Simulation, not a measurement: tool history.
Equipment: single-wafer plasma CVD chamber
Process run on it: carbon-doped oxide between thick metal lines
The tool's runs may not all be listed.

run  hour  heater temperature setpoint (deg C)  chamber pressure (Pa)  RF power (kW)  deposition time (s)  mean film thickness on the monitor wafer (nm)
  1     0                                  335                    528          0.585                   88                                         469.37
  2   4.2                                  339                    528          0.585                   88                                         465.56
  3  10.9                                  339                    484          0.585                   88                                         462.01
  4  13.2                                  339                    484          0.635                   88                                         481.92
  5  15.4                                  339                    415          0.635                   88                                         465.51
  6  18.7                                  339                    415          0.715                   88                                         496.54
  7  24.1                                  338                    435           0.72                   88                                          502.2

Run 8 is up next; what results do you expect?
  8  32.7                                  337                    453           0.73                   88                                              ?

{"run 8": {"mean film thickness on the monitor wafer (nm)": 504.97}}
